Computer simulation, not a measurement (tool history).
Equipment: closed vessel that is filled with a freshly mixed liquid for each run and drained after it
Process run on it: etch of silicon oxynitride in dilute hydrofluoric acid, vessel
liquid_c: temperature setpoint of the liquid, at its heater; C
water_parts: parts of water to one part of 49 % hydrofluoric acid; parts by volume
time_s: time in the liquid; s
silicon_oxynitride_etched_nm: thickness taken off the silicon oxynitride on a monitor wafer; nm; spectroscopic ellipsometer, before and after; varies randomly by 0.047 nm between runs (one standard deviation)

{"run": 1, "hour": 0.0, "liquid_c": 25.0, "water_parts": 250, "time_s": 485, "silicon_oxynitride_etched_nm": 4.833}
{"run": 2, "hour": 1.9, "liquid_c": 25.0, "water_parts": 250, "time_s": 280, "silicon_oxynitride_etched_nm": 2.806}
{"run": 3, "hour": 7.3, "liquid_c": 25.0, "water_parts": 325, "time_s": 280, "silicon_oxynitride_etched_nm": 2.0336}
{"run": 4, "hour": 11.6, "liquid_c": 26.5, "water_parts": 305, "time_s": 280, "silicon_oxynitride_etched_nm": 2.3249}
{"run": 5, "hour": 13.3, "liquid_c": 28.0, "water_parts": 305, "time_s": 280, "silicon_oxynitride_etched_nm": 2.5048}
{"run": 6, "hour": 19.7, "liquid_c": 28.0, "water_parts": 390, "time_s": 280, "silicon_oxynitride_etched_nm": 1.8533}
{"run": 7, "hour": 22.6, "liquid_c": 29.0, "water_parts": 345, "time_s": 285, "silicon_oxynitride_etched_nm": 2.2725}
{"run": 8, "hour": 31.2, "liquid_c": 29.5, "water_parts": 315, "time_s": 285, "silicon_oxynitride_etched_nm": 2.6197}
{"run": 9, "hour": 39.8, "liquid_c": 30.0, "water_parts": 290, "time_s": 285, "silicon_oxynitride_etched_nm": 2.8989}
{"run": 10, "hour": 41.8, "liquid_c": 30.5, "water_parts": 265, "time_s": 285, "silicon_oxynitride_etched_nm": 3.3576}
{"run": 11, "hour": 44.7, "liquid_c": 31.0, "water_parts": 245, "time_s": 285, "silicon_oxynitride_etched_nm": 3.7464}
{"run": 12, "hour": 48.4, "liquid_c": 31.5, "water_parts": 230, "time_s": 285, "silicon_oxynitride_etched_nm": 4.1244}

Run 13, settings as shown, results not yet in. Your forecast:
{"run": 13, "hour": 54.5, "liquid_c": 33.0, "water_parts": 175, "time_s": 290, "silicon_oxynitride_etched_nm": "?"}

Run 13 measured silicon_oxynitride_etched_nm 6.2923 nm.

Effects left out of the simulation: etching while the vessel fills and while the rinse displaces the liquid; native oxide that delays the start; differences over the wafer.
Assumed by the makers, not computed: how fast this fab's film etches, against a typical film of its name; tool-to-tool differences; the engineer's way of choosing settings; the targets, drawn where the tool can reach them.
